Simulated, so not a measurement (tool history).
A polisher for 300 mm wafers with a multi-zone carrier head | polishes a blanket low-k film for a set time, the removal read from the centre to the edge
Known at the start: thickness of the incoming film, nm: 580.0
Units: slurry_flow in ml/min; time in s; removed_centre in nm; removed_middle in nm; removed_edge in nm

run	hour	slurry_flow	centre_zone	middle_zone	edge_zone	slurry_solids	time	removed_centre	removed_middle	removed_edge
1	0.0	310	1.00	1.00	1.00	1.00	76	35.039	34.607	32.817
2	0.9	310	0.97	1.00	1.00	1.00	76	33.925	33.820	33.210
3	9.1	375	0.97	1.00	1.00	1.00	76	34.327	34.975	34.006
4	13.0	375	0.97	1.03	1.00	1.00	76	35.106	35.730	34.502
5	13.9	325	0.97	1.03	1.00	1.00	76	33.669	34.706	33.760
6	22.3	325	0.97	1.03	1.00	0.90	76	32.589	34.124	31.434
7	26.1	320	0.98	0.97	1.04	0.85	73	30.625	30.037	31.348

Forecast run 8:
8	31.0	310	0.99	0.93	1.01	0.80	72	?	?	?

Run 8 gave removed_centre 29.890 nm, removed_middle 27.822 nm, removed_edge 28.589 nm.
